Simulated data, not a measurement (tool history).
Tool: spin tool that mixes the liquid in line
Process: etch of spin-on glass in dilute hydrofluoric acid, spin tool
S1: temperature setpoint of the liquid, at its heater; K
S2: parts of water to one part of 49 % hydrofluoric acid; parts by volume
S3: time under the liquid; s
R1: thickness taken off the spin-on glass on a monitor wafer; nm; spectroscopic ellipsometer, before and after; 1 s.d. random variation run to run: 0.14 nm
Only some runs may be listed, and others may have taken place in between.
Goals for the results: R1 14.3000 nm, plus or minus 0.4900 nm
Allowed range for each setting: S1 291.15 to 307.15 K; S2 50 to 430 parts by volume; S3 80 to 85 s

Run 1, day 0.000: S1 299.15 K, S2 240 parts by volume, S3 80 s. Result: R1 8.3480 nm.
Run 2, day 0.050: S1 299.65 K, S2 235 parts by volume, S3 80 s. Result: R1 8.7988 nm.
Run 3, day 0.321: S1 300.15 K, S2 230 parts by volume, S3 80 s. Result: R1 9.1215 nm.
Run 4, day 0.571: S1 303.15 K, S2 230 parts by volume, S3 80 s. Result: R1 10.0300 nm.
Run 5, day 0.683: S1 303.65 K, S2 225 parts by volume, S3 80 s. Result: R1 10.7000 nm.
Run 6, day 0.996: S1 303.65 K, S2 225 parts by volume, S3 85 s. Result: R1 11.3060 nm.
Run 7, day 1.125: S1 304.15 K, S2 220 parts by volume, S3 85 s. Result: R1 11.8390 nm.
Run 8, day 1.317: S1 304.65 K, S2 220 parts by volume, S3 85 s. Result: R1 12.0180 nm.
Run 9, day 1.504: S1 305.65 K, S2 205 parts by volume, S3 85 s. Result: R1 13.6560 nm.
Run 10, day 1.683: S1 306.15 K, S2 205 parts by volume, S3 85 s. Result: R1 13.6580 nm.

Pick the move, out of 5, that brings all results within their allowed miss; only one does.
Run A, day 1.862: S1 307.15 K, S2 220 parts by volume, S3 80 s. Result: R1 ?.
Run B, day 1.862: S1 306.65 K, S2 215 parts by volume, S3 85 s. Result: R1 ?.
Run C, day 1.862: S1 307.15 K, S2 230 parts by volume, S3 85 s. Result: R1 ?.
Run D, day 1.862: S1 303.15 K, S2 185 parts by volume, S3 85 s. Result: R1 ?.
Run E, day 1.862: S1 302.65 K, S2 200 parts by volume, S3 80 s. Result: R1 ?.

move       R1
   A  12.1160
   B  13.0440
   C  12.1560
   D  13.9880
   E  11.7480
A: further off than the last run
B: further off than the last run
C: further off than the last run
D: hits every target within its allowed miss
E: further off than the last run
Answer: D
